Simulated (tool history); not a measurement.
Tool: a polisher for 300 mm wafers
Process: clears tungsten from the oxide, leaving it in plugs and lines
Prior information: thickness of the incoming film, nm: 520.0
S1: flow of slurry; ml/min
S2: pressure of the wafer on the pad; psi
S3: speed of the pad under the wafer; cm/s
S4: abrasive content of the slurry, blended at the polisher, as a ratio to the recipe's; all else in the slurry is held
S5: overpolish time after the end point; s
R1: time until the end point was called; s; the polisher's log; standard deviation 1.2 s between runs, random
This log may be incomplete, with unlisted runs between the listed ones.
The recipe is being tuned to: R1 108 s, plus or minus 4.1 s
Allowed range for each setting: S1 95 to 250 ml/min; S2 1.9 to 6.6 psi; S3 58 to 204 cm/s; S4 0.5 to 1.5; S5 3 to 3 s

run	day	S1	S2	S3	S4	S5	R1
1	0	160	4.2	130	1	3	72.231
2	0.025	160	4.2	130	1	3	70.544
3	0.308	155	3.6	130	1	3	82.228
4	0.579	155	3.6	130	1	3	82.848
5	0.921	155	3.6	152	1	3	72.59
6	1.233	155	3.6	152	1	3	72.345
7	1.562	150	3.1	152	1	3	84.967
# day 1.654: worn pad replaced by a new one
8	1.654	145	2.9	152	1	3	81.697
9	1.954	150	2.6	148	1	3	91.816
10	2.304	150	2.6	148	1	3	94.004
11	2.467	150	2.4	148	1	3	99.254
12	2.662	150	2.3	148	1	3	102.05

Which single option among these 5 for the next run brings every result within its allowed miss of target? Just one does.
A	2.858	150	2.3	156	1.45	3	?
B	2.858	140	2.5	142	1.05	3	?
C	2.858	155	2.4	134	1	3	?
D	2.858	145	2.3	152	1.1	3	?
E	2.858	140	2.7	134	0.9	3	?

move	R1
A	89.561
B	96.779
C	105.55
D	97.533
E	97.456
A: lands further from the targets than the last run did
B: lands further from the targets than the last run did
C: all results in spec
D: lands further from the targets than the last run did
E: lands further from the targets than the last run did
C is the move that brings every result within its allowed miss.

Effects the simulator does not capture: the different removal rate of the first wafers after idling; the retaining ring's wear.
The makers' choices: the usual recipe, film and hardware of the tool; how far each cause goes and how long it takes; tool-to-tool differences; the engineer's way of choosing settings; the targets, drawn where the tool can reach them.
